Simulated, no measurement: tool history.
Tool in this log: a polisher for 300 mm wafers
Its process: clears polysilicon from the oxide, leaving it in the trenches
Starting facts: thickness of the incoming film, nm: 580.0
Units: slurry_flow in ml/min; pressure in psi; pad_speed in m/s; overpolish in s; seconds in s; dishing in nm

Run 1, hour 0.0: slurry_flow 290 ml/min, pressure 2.9 psi, pad_speed 1.10 m/s, overpolish 16 s. Result: seconds 27.316 s, dishing 89.685 nm.
Run 2, hour 1.8: slurry_flow 290 ml/min, pressure 2.9 psi, pad_speed 1.10 m/s, overpolish 15 s. Result: seconds 27.303 s, dishing 89.464 nm.
Run 3, hour 4.2: slurry_flow 290 ml/min, pressure 3.5 psi, pad_speed 1.10 m/s, overpolish 15 s. Result: seconds 23.533 s, dishing 92.846 nm.
Run 4, hour 8.3: slurry_flow 290 ml/min, pressure 3.3 psi, pad_speed 1.12 m/s, overpolish 14 s. Result: seconds 23.892 s, dishing 90.930 nm.
Run 5, hour 13.8: slurry_flow 255 ml/min, pressure 3.3 psi, pad_speed 1.12 m/s, overpolish 14 s. Result: seconds 23.982 s, dishing 90.429 nm.
Run 6, hour 19.9: slurry_flow 245 ml/min, pressure 3.2 psi, pad_speed 1.14 m/s, overpolish 13 s. Result: seconds 24.142 s, dishing 91.148 nm.

Run 7 has not been measured yet. What should we expect?
Run 7, hour 28.0: slurry_flow 265 ml/min, pressure 3.1 psi, pad_speed 1.14 m/s, overpolish 12 s. Result: seconds ?, dishing ?.

Run 7 gave seconds 25.448 s, dishing 89.966 nm.

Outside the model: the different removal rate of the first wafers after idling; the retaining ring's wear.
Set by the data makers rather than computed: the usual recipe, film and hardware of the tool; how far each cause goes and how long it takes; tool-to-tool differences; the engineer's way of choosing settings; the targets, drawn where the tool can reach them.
